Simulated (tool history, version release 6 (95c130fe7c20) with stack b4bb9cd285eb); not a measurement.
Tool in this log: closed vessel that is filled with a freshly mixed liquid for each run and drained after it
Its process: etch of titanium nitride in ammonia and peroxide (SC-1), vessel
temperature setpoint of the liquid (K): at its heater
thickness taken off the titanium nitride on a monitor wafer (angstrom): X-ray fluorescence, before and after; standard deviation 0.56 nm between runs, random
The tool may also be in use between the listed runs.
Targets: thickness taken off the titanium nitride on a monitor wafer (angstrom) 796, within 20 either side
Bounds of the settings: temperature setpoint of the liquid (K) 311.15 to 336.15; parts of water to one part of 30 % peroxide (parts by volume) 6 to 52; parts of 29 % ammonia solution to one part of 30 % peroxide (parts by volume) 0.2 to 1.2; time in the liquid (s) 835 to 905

| run | day | temperature setpoint of the liquid (K) | parts of water to one part of 30 % peroxide (parts by volume) | parts of 29 % ammonia solution to one part of 30 % peroxide (parts by volume) | time in the liquid (s) | thickness taken off the titanium nitride on a monitor wafer (angstrom) |
|---|---|---|---|---|---|---|
| 1 | 0 | 320.15 | 29 | 0.85 | 835 | 260.44 |
| 2 | 0.329 | 325.65 | 29 | 0.85 | 835 | 384.22 |
| 3 | 0.558 | 325.65 | 29 | 1.1 | 835 | 401.87 |
| 4 | 0.942 | 325.65 | 36.5 | 1.1 | 835 | 352.12 |
| 5 | 1.296 | 325.65 | 36.5 | 1.1 | 905 | 383.83 |
| 6 | 1.529 | 329.15 | 36.5 | 1.1 | 905 | 487.33 |
| 7 | 1.846 | 329.15 | 36.5 | 1.1 | 905 | 485.15 |
| 8 | 1.896 | 336.15 | 36.5 | 1.1 | 905 | 768.81 |
| 9 | 2.117 | 336.15 | 36 | 1.1 | 905 | 771.3 |

Below are 4 possible settings for the next run. Only one of them brings all results inside the allowed miss of their targets. Which is it?
| A | 2.338 | 336.15 | 34 | 1.05 | 905 | ? |
| B | 2.338 | 332.65 | 24 | 1 | 905 | ? |
| C | 2.338 | 336.15 | 35.5 | 1.15 | 865 | ? |
| D | 2.338 | 334.65 | 34 | 1.2 | 905 | ? |

| move | thickness taken off the titanium nitride on a monitor wafer (angstrom) |
|---|---|
| A | 795.57 |
| B | 763.29 |
| C | 754.45 |
| D | 739.7 |
A: every result lands within tolerance
B: the biggest miss grows against the last run
C: the biggest miss grows against the last run
D: the biggest miss grows against the last run
Move A is the one to make.

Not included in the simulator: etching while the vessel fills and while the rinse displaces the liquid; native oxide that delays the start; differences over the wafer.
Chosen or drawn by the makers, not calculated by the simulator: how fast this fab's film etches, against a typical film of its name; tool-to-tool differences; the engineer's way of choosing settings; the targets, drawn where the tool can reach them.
